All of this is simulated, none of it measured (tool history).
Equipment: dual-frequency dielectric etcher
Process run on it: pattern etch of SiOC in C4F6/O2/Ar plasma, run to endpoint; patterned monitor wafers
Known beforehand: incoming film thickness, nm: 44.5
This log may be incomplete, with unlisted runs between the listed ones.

run,day,bias power (W),source power (W),endpoint time (s)
1,0.000,572,280,15.782
2,0.092,483,280,17.257
3,0.254,451,270,18.210
4,0.538,451,310,17.198
5,0.846,426,300,17.937
6,1.150,426,260,19.172
7,1.300,412,260,19.495
8,1.654,401,260,19.938
9,1.983,395,260,20.065

Run 10 has not been measured yet. What should we expect?
10,2.258,390,260,?

Run 10 came out at endpoint time (s) 19.982.
